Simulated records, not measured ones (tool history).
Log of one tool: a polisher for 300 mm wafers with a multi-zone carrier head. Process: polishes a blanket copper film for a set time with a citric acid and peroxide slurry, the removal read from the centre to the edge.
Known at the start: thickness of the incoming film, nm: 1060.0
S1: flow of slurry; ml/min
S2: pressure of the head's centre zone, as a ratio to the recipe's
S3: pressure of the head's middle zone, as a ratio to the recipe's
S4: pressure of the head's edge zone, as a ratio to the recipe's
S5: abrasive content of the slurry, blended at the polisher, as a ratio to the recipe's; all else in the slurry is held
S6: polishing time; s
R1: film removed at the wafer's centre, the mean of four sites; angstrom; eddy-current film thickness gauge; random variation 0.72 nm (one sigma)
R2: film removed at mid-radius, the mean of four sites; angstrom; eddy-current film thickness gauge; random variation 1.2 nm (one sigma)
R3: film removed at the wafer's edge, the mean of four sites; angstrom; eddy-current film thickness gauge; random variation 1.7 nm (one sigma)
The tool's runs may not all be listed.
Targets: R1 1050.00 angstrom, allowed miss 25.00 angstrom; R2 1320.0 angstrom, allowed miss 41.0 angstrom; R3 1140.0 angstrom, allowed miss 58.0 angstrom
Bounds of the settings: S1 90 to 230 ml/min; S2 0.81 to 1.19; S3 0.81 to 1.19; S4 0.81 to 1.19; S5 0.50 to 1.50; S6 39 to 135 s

run  hour   S1    S2    S3    S4    S5  S6       R1      R2      R3
  1   0.0  150  1.00  1.00  1.00  1.00  87  1600.20  1603.9  1728.9
  2   6.1  150  0.98  1.02  0.97  0.90  84  1461.20  1568.7  1547.7
  3  12.6  150  0.98  1.02  0.97  0.75  84  1396.60  1475.0  1450.0
  4  14.8  150  1.07  1.02  0.97  0.75  84  1548.20  1455.6  1523.0
  5  22.6  145  1.03  1.01  0.95  0.70  84  1454.50  1449.1  1450.1
  6  29.7  145  1.03  1.01  0.95  0.60  84  1381.00  1385.6  1400.9
  7  37.6  140  1.00  1.01  0.93  0.60  84  1324.50  1352.4  1371.0
  8  45.7  140  0.98  1.03  0.91  0.60  84  1300.00  1396.0  1377.6
  9  46.4  125  0.93  1.13  0.81  0.50  70   965.24  1160.6  1009.7
 10  48.8  135  0.93  1.14  0.83  0.50  70   973.92  1198.4  1027.6
 11  49.4  140  0.93  1.14  0.85  0.50  70   988.97  1201.7  1051.8

Which of these 4 next moves meets every target?
  A  50.0  140  0.92  1.16  0.90  0.50  76   ?   ?   ?
  B  50.0  135  0.88  1.13  0.96  0.50  86   ?   ?   ?
  C  50.0  130  0.90  1.19  0.84  0.50  79   ?   ?   ?
  D  50.0  130  0.95  0.92  0.98  0.50  73   ?   ?   ?

move       R1      R2      R3
   A  1059.10  1340.3  1157.4
   B  1134.80  1470.5  1341.8
   C  1055.80  1399.8  1151.8
   D  1028.40  1038.9  1146.0
A: meets every target
B: takes the result that was furthest off past its target
C: takes the result that was furthest off past its target
D: further off than the last run
Move A is the one to make.
